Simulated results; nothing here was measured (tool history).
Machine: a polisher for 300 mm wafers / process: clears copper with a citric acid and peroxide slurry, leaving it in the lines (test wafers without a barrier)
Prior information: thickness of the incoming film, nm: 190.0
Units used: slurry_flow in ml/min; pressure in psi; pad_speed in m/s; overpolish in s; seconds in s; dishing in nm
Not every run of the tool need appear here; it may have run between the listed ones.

| run | hour | slurry_flow | pressure | pad_speed | slurry_solids | overpolish | seconds | dishing |
|---|---|---|---|---|---|---|---|---|
| 1 | 0 | 200 | 3.4 | 0.88 | 1 | 28 | 74.422 | 41.758 |
| 2 | 4.2 | 200 | 3.4 | 0.7 | 1 | 28 | 90.305 | 35.088 |
| 3 | 8.2 | 200 | 3.4 | 0.88 | 1 | 28 | 73.715 | 40.592 |
| 4 | 10.2 | 195 | 3.9 | 0.9 | 1 | 31 | 63.305 | 49.592 |
| 5 | 16 | 240 | 3.9 | 0.9 | 1 | 31 | 60.78 | 50.268 |
| 6 | 23.3 | 240 | 3.9 | 0.78 | 1 | 31 | 70.147 | 45.498 |

Predict the results of run 7:
| 7 | 31.9 | 235 | 4.2 | 0.84 | 1 | 34 | ? | ? |

Run 7 came out at seconds 60.519 s, dishing 54.908 nm.
